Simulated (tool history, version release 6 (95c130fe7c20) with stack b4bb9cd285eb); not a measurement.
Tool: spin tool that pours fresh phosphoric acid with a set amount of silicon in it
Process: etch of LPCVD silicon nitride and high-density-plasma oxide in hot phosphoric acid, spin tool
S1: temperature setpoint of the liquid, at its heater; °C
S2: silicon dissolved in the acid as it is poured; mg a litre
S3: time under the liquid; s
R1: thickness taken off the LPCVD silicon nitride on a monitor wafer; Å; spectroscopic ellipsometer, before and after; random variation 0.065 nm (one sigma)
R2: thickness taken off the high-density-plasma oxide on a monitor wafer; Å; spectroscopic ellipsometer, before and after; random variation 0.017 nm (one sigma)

run,hour,S1,S2,S3,R1,R2
1,0,160,18,180,154.04,5.8817
2,6.3,159.5,17,165,136.95,5.0726
3,11.4,159,15,155,126.81,4.6791
4,14,158.5,13,145,115.73,4.5762
# hour 20.4: thermometer replaced
5,20.4,158,12.5,140,103.97,3.586
6,21.2,158,12.5,85,62.577,2.1646
7,27.9,159,14.5,90,69.188,2.5925
8,30.3,161.5,26,95,78.727,2.2146

Run 9 comes next. What will it give?
9,30.9,162,24.5,95,?,?

Run 9 gave R1 80.225 Å, R2 2.4471 Å.

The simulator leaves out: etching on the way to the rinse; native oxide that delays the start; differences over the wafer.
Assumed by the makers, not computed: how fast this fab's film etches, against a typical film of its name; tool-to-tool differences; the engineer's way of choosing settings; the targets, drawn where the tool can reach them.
